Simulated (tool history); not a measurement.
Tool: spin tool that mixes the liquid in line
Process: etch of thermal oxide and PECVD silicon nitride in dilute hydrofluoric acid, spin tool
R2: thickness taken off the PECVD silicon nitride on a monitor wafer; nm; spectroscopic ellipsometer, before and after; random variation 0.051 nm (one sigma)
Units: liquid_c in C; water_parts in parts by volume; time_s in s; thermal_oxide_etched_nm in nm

{"run": 1, "day": 0.0, "liquid_c": 22, "water_parts": 105, "time_s": 180, "thermal_oxide_etched_nm": 7.3572, "R2": 8.0414}
{"run": 2, "day": 0.183, "liquid_c": 22.5, "water_parts": 110, "time_s": 180, "thermal_oxide_etched_nm": 7.091, "R2": 8.0218}
{"run": 3, "day": 0.521, "liquid_c": 22.5, "water_parts": 115, "time_s": 180, "thermal_oxide_etched_nm": 6.8024, "R2": 7.5782}
{"run": 4, "day": 0.842, "liquid_c": 19, "water_parts": 115, "time_s": 180, "thermal_oxide_etched_nm": 5.888, "R2": 5.9528}
{"run": 5, "day": 1.104, "liquid_c": 19, "water_parts": 115, "time_s": 145, "thermal_oxide_etched_nm": 4.7352, "R2": 4.8468}
{"run": 6, "day": 1.333, "liquid_c": 20, "water_parts": 115, "time_s": 145, "thermal_oxide_etched_nm": 4.9124, "R2": 5.1415}
{"run": 7, "day": 1.575, "liquid_c": 20.5, "water_parts": 115, "time_s": 145, "thermal_oxide_etched_nm": 4.9923, "R2": 5.2513}
{"run": 8, "day": 1.646, "liquid_c": 21, "water_parts": 115, "time_s": 145, "thermal_oxide_etched_nm": 5.1374, "R2": 5.47}
{"run": 9, "day": 1.962, "liquid_c": 21.5, "water_parts": 115, "time_s": 145, "thermal_oxide_etched_nm": 5.2639, "R2": 5.7213}
{"run": 10, "day": 2.125, "liquid_c": 22, "water_parts": 115, "time_s": 145, "thermal_oxide_etched_nm": 5.3338, "R2": 5.9564}

Run 11 comes next. What will it give?
{"run": 11, "day": 2.379, "liquid_c": 22.5, "water_parts": 115, "time_s": 145, "thermal_oxide_etched_nm": "?", "R2": "?"}

Logged for run 11: thermal_oxide_etched_nm 5.4312 nm, R2 6.0913 nm.
